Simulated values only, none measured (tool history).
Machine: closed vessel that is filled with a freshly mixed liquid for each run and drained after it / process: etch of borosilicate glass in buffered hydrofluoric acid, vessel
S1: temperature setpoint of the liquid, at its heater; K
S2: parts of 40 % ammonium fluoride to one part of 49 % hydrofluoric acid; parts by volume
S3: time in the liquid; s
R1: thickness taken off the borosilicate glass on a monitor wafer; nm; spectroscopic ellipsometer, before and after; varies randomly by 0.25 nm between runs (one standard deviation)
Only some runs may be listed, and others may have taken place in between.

| run | day | S1 | S2 | S3 | R1 |
|---|---|---|---|---|---|
| 1 | 0 | 294.15 | 9.5 | 30 | 33.618 |
| 2 | 0.342 | 294.15 | 9.5 | 30 | 32.683 |
| 3 | 0.525 | 294.15 | 9.5 | 30 | 33.789 |
| 4 | 0.638 | 294.15 | 9.5 | 30 | 33.25 |
| 5 | 1.008 | 291.65 | 9.5 | 30 | 29.346 |
| 6 | 1.288 | 293.15 | 9.5 | 30 | 31.293 |
| 7 | 1.504 | 292.15 | 9.5 | 30 | 29.436 |

Predict the results of run 8:
| 8 | 1.6 | 291.65 | 9.5 | 30 | ? |

R1: 28.834 nm
